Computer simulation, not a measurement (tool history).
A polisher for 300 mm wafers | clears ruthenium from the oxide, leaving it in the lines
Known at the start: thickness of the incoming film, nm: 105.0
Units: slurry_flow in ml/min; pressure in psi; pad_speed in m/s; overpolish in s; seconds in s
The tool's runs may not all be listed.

| run | hour | slurry_flow | pressure | pad_speed | overpolish | seconds |
|---|---|---|---|---|---|---|
| 1 | 0.0 | 280 | 2.3 | 0.90 | 46 | 97.106 |
| 2 | 5.0 | 280 | 2.4 | 0.90 | 46 | 91.992 |
| 3 | 8.2 | 280 | 2.5 | 0.90 | 46 | 88.051 |
| 4 | 13.0 | 280 | 2.6 | 0.90 | 46 | 88.157 |
| 5 | 18.0 | 230 | 2.6 | 0.90 | 46 | 92.646 |
| 6 | 20.8 | 240 | 2.7 | 0.90 | 46 | 86.692 |
| 7 | 27.2 | 245 | 2.7 | 0.90 | 46 | 86.613 |
| 8 | 28.1 | 250 | 2.7 | 0.90 | 46 | 86.477 |
| 9 | 34.4 | 255 | 2.7 | 0.90 | 46 | 86.582 |
| 10 | 36.9 | 260 | 2.8 | 0.90 | 46 | 81.049 |
| 11 | 43.6 | 265 | 2.8 | 0.90 | 46 | 81.801 |
| 12 | 49.5 | 270 | 2.8 | 0.90 | 46 | 80.214 |
| 13 | 57.3 | 275 | 2.8 | 0.90 | 46 | 81.509 |

Run 14 comes next. What will it give?
| 14 | 59.2 | 285 | 2.9 | 0.90 | 46 | ? |

Run 14 gave seconds 78.633 s.

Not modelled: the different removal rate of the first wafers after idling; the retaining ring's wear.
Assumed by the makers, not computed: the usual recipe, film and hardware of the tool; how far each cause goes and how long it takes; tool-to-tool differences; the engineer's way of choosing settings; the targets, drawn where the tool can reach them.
